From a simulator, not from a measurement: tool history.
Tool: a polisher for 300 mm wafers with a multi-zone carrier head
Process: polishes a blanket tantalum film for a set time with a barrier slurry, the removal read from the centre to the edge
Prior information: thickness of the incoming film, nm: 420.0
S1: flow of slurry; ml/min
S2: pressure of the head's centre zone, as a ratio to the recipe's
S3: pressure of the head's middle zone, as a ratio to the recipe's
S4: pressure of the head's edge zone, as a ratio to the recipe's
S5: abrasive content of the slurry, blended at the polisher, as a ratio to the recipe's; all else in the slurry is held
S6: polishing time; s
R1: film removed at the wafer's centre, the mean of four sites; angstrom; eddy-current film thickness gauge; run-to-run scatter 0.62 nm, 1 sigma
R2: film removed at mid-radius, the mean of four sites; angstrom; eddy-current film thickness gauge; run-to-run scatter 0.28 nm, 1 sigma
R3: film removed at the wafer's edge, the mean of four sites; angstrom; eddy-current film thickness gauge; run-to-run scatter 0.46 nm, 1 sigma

run 1 day=0 | S1=190 S2=1 S3=1 S4=1 S5=1 S6=54 | R1=498.77 R2=468.53 R3=486.47
run 2 day=0.125 | S1=185 S2=0.99 S3=0.98 S4=0.99 S5=1 S6=54 | R1=479.15 R2=461.46 R3=477.45
run 3 day=0.4 | S1=185 S2=0.99 S3=0.98 S4=0.99 S5=1 S6=60 | R1=540.53 R2=508.09 R3=539.1
run 4 day=0.771 | S1=185 S2=0.99 S3=0.98 S4=0.99 S5=1 S6=52 | R1=479.47 R2=448.68 R3=461.91
run 5 day=1.017 | S1=180 S2=0.98 S3=0.96 S4=1 S5=1 S6=52 | R1=455.62 R2=443.06 R3=465.07
run 6 day=1.088 | S1=180 S2=0.98 S3=0.96 S4=1 S5=0.8 S6=52 | R1=434.21 R2=407.2 R3=440.32
run 7 day=1.379 | S1=175 S2=0.98 S3=0.95 S4=1 S5=0.8 S6=52 | R1=427.68 R2=399.61 R3=426.01

For run 8, what comes out?
run 8 day=1.6 | S1=175 S2=0.98 S3=0.94 S4=1.01 S5=0.8 S6=52 | R1=? R2=? R3=?

R1: 428.5 angstrom
R2: 397.93 angstrom
R3: 434.28 angstrom
